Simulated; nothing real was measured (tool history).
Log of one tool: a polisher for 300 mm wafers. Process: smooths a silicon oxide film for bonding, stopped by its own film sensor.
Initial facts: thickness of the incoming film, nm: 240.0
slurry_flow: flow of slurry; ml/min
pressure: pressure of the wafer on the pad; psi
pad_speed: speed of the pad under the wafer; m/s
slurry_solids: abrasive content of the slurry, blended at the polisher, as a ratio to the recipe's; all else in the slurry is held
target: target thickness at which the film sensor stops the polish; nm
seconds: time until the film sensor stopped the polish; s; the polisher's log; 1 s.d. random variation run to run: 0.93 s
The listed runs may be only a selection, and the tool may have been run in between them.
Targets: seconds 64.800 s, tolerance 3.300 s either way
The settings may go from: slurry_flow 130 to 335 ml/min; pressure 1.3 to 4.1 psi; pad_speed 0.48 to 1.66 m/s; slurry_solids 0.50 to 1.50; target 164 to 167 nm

run 1 hour=0.0 | slurry_flow=215 pressure=2.7 pad_speed=1.06 slurry_solids=1.00 target=167 | seconds=91.774
run 2 hour=4.4 | slurry_flow=215 pressure=2.9 pad_speed=1.08 slurry_solids=1.00 target=167 | seconds=83.216
run 3 hour=10.2 | slurry_flow=215 pressure=2.9 pad_speed=1.20 slurry_solids=1.00 target=167 | seconds=76.221
run 4 hour=18.4 | slurry_flow=215 pressure=2.3 pad_speed=1.20 slurry_solids=1.00 target=167 | seconds=94.675
run 5 hour=26.0 | slurry_flow=215 pressure=2.6 pad_speed=1.22 slurry_solids=1.00 target=167 | seconds=86.031
run 6 hour=33.6 | slurry_flow=255 pressure=2.6 pad_speed=1.22 slurry_solids=1.00 target=167 | seconds=82.941
-- hour=42.2 worn pad replaced by a new one
run 7 hour=42.2 | slurry_flow=255 pressure=2.8 pad_speed=1.22 slurry_solids=1.00 target=167 | seconds=75.479
run 8 hour=47.7 | slurry_flow=255 pressure=2.9 pad_speed=1.22 slurry_solids=1.00 target=167 | seconds=74.604
run 9 hour=54.8 | slurry_flow=255 pressure=2.9 pad_speed=1.22 slurry_solids=1.00 target=167 | seconds=72.867

Which single option among these 5 for the next run brings every result within its allowed miss of target? Just one does.
run A hour=61.9 | slurry_flow=220 pressure=3.4 pad_speed=1.16 slurry_solids=1.20 target=164 | seconds=?
run B hour=61.9 | slurry_flow=255 pressure=2.8 pad_speed=1.34 slurry_solids=1.10 target=164 | seconds=?
run C hour=61.9 | slurry_flow=300 pressure=3.1 pad_speed=1.24 slurry_solids=0.95 target=165 | seconds=?
run D hour=61.9 | slurry_flow=280 pressure=2.9 pad_speed=1.38 slurry_solids=0.90 target=166 | seconds=?
run E hour=61.9 | slurry_flow=215 pressure=3.0 pad_speed=1.16 slurry_solids=1.05 target=167 | seconds=?

move=A seconds=66.022
move=B seconds=72.964
move=C seconds=73.903
move=D seconds=74.982
move=E seconds=75.287
A: hits every target within its allowed miss
B: no better and no worse than the last run
C: the biggest miss grows against the last run
D: the biggest miss grows against the last run
E: the biggest miss grows against the last run
So the answer is move A, the one that meets all the targets.
